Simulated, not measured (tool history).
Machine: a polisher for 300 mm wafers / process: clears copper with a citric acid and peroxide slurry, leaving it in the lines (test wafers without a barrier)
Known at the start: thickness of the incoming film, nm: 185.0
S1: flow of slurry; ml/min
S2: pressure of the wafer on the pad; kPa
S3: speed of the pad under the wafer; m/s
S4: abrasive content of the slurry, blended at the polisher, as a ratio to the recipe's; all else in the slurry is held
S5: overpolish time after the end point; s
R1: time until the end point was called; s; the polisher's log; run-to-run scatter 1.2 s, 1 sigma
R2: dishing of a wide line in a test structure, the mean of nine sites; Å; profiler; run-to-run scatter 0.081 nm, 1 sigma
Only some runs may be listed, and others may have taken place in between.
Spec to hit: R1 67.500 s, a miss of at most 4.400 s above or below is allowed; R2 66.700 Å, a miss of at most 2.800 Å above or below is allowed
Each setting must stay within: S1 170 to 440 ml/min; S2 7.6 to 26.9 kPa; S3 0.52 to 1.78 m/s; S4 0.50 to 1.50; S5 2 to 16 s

{"run": 1, "hour": 0.0, "S1": 280, "S2": 17.2, "S3": 1.14, "S4": 1.0, "S5": 8, "R1": 75.933, "R2": 148.74}
{"run": 2, "hour": 8.5, "S1": 240, "S2": 17.2, "S3": 1.14, "S4": 1.0, "S5": 8, "R1": 77.698, "R2": 147.62}
{"run": 3, "hour": 16.6, "S1": 275, "S2": 16.5, "S3": 1.14, "S4": 1.0, "S5": 7, "R1": 76.877, "R2": 128.52}
{"run": 4, "hour": 21.9, "S1": 305, "S2": 15.9, "S3": 1.16, "S4": 1.0, "S5": 6, "R1": 77.873, "R2": 109.56}
{"run": 5, "hour": 26.1, "S1": 330, "S2": 15.9, "S3": 1.18, "S4": 1.0, "S5": 5, "R1": 77.127, "R2": 95.688}
{"run": 6, "hour": 33.4, "S1": 395, "S2": 15.9, "S3": 1.18, "S4": 1.0, "S5": 5, "R1": 78.851, "R2": 96.099}
{"run": 7, "hour": 37.3, "S1": 315, "S2": 16.5, "S3": 1.22, "S4": 1.0, "S5": 2, "R1": 71.492, "R2": 42.143}
{"run": 8, "hour": 38.7, "S1": 335, "S2": 16.5, "S3": 1.24, "S4": 1.0, "S5": 2, "R1": 71.936, "R2": 42.258}
{"run": 9, "hour": 45.3, "S1": 350, "S2": 16.5, "S3": 1.26, "S4": 1.05, "S5": 2, "R1": 72.451, "R2": 44.628}

4 next moves are on the table. One of them brings every result within its allowed miss. Which?
{"run": "A", "hour": 51.9, "S1": 340, "S2": 16.5, "S3": 1.34, "S4": 0.95, "S5": 3, "R1": "?", "R2": "?"}
{"run": "B", "hour": 51.9, "S1": 365, "S2": 20.0, "S3": 0.94, "S4": 1.0, "S5": 4, "R1": "?", "R2": "?"}
{"run": "C", "hour": 51.9, "S1": 335, "S2": 15.2, "S3": 1.2, "S4": 1.2, "S5": 3, "R1": "?", "R2": "?"}
{"run": "D", "hour": 51.9, "S1": 370, "S2": 16.5, "S3": 1.04, "S4": 1.1, "S5": 4, "R1": "?", "R2": "?"}

move=A R1=68.753 R2=66.351
move=B R1=81.719 R2=74.274
move=C R1=77.901 R2=58.752
move=D R1=84.487 R2=71.806
A: in spec on every target
B: takes the result that was furthest off past its target
C: nearer than the last run, and not there yet
D: takes the result that was furthest off past its target
The move that meets every target is A.
